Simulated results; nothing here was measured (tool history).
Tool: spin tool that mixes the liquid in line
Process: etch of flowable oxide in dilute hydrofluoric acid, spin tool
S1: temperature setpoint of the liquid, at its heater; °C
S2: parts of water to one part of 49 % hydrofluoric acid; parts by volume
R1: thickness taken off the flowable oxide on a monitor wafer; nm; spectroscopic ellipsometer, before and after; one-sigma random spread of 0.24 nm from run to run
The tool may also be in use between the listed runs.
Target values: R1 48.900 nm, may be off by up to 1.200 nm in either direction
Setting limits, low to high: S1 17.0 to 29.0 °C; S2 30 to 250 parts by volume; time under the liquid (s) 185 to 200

run 1 hour=0.0 | S1=21.0 S2=140 time_under_the_liquid_(s)=185 | R1=36.596
run 2 hour=4.5 | S1=18.0 S2=140 time_under_the_liquid_(s)=185 | R1=32.266
run 3 hour=5.9 | S1=18.0 S2=140 time_under_the_liquid_(s)=200 | R1=34.964
run 4 hour=11.5 | S1=19.5 S2=140 time_under_the_liquid_(s)=200 | R1=37.089
run 5 hour=17.3 | S1=22.5 S2=140 time_under_the_liquid_(s)=200 | R1=41.648
run 6 hour=21.5 | S1=23.5 S2=140 time_under_the_liquid_(s)=200 | R1=43.571
run 7 hour=29.0 | S1=24.0 S2=140 time_under_the_liquid_(s)=200 | R1=44.500
run 8 hour=31.1 | S1=24.5 S2=140 time_under_the_liquid_(s)=200 | R1=45.389
run 9 hour=39.7 | S1=25.0 S2=140 time_under_the_liquid_(s)=200 | R1=45.914
run 10 hour=47.7 | S1=25.5 S2=140 time_under_the_liquid_(s)=200 | R1=47.222

Which single option among these 4 for the next run brings every result within its allowed miss of target? Just one does.
run A hour=55.7 | S1=27.0 S2=145 time_under_the_liquid_(s)=190 | R1=?
run B hour=55.7 | S1=27.0 S2=140 time_under_the_liquid_(s)=185 | R1=?
run C hour=55.7 | S1=23.5 S2=120 time_under_the_liquid_(s)=190 | R1=?
run D hour=55.7 | S1=25.0 S2=130 time_under_the_liquid_(s)=185 | R1=?

move=A R1=45.615
move=B R1=46.286
move=C R1=49.690
move=D R1=46.778
A: misses by more than the last run did
B: misses by more than the last run did
C: all results in spec
D: misses by more than the last run did
Answer: C

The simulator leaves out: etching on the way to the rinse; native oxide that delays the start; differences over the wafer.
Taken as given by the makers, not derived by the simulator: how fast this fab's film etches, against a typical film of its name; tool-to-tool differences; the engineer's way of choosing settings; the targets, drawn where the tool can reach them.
